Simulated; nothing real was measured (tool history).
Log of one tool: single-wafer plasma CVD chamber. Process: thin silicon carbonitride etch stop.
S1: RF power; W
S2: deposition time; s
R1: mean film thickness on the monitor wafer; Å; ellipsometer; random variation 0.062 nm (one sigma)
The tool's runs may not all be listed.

run,hour,S1,S2,R1
1,0.0,235,26.0,152.34
2,7.8,260,26.0,159.23
3,13.6,260,29.4,179.90
4,20.6,260,26.5,162.51
5,27.5,260,29.6,180.02
6,31.4,280,29.6,186.68
7,34.3,270,29.5,181.89
8,41.0,265,29.5,181.25

Forecast run 9:
9,47.8,260,29.5,?

R1: 180.52 Å
